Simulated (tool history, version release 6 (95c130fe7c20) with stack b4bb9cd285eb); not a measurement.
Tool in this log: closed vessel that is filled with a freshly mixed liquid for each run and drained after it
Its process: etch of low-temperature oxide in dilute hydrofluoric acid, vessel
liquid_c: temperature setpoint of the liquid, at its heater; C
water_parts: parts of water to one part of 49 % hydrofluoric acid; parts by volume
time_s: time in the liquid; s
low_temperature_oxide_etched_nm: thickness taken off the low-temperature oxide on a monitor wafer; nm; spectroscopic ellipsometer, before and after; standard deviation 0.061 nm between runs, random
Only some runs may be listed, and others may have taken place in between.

| run | day | liquid_c | water_parts | time_s | low_temperature_oxide_etched_nm |
|---|---|---|---|---|---|
| 1 | 0.000 | 23.0 | 65 | 45 | 7.3911 |
| 2 | 0.367 | 23.0 | 65 | 35 | 5.6854 |
| 3 | 0.450 | 23.0 | 85 | 35 | 4.2843 |
| 4 | 0.762 | 23.0 | 95 | 35 | 3.7905 |
| 5 | 0.812 | 23.0 | 95 | 45 | 4.8386 |
| 6 | 1.171 | 24.0 | 85 | 45 | 5.6999 |
| 7 | 1.433 | 25.0 | 80 | 45 | 6.3146 |
| 8 | 1.579 | 26.0 | 75 | 45 | 7.1271 |
| 9 | 1.967 | 26.5 | 70 | 45 | 7.8527 |

Expected results for the next run?
| 10 | 2.238 | 27.0 | 65 | 45 | ? |

Run 10 came out at low_temperature_oxide_etched_nm 8.6316 nm.
